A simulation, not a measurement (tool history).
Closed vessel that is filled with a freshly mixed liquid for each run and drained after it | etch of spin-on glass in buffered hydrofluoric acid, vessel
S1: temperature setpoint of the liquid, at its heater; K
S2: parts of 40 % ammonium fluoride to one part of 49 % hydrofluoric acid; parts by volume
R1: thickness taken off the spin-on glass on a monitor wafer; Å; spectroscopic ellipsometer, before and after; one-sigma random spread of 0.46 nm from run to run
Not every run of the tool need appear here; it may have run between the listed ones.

{"run": 1, "hour": 0.0, "S1": 297.15, "S2": 20.0, "time in the liquid (s)": 30, "R1": 446.01}
{"run": 2, "hour": 7.4, "S1": 299.15, "S2": 18.5, "time in the liquid (s)": 30, "R1": 537.06}
{"run": 3, "hour": 16.2, "S1": 300.65, "S2": 18.0, "time in the liquid (s)": 30, "R1": 601.4}
{"run": 4, "hour": 20.1, "S1": 300.65, "S2": 18.0, "time in the liquid (s)": 30, "R1": 602.85}
{"run": 5, "hour": 27.1, "S1": 300.65, "S2": 20.5, "time in the liquid (s)": 30, "R1": 529.52}
{"run": 6, "hour": 29.8, "S1": 300.65, "S2": 24.0, "time in the liquid (s)": 30, "R1": 478.83}
{"run": 7, "hour": 36.3, "S1": 301.65, "S2": 22.0, "time in the liquid (s)": 30, "R1": 532.13}
{"run": 8, "hour": 38.1, "S1": 302.65, "S2": 20.5, "time in the liquid (s)": 30, "R1": 595.89}
{"run": 9, "hour": 39.2, "S1": 303.15, "S2": 19.0, "time in the liquid (s)": 30, "R1": 647.78}

Run 10 is up next; what results do you expect?
{"run": 10, "hour": 44.1, "S1": 303.65, "S2": 18.0, "time in the liquid (s)": 30, "R1": "?"}

Run 10 came out at R1 700.07 Å.
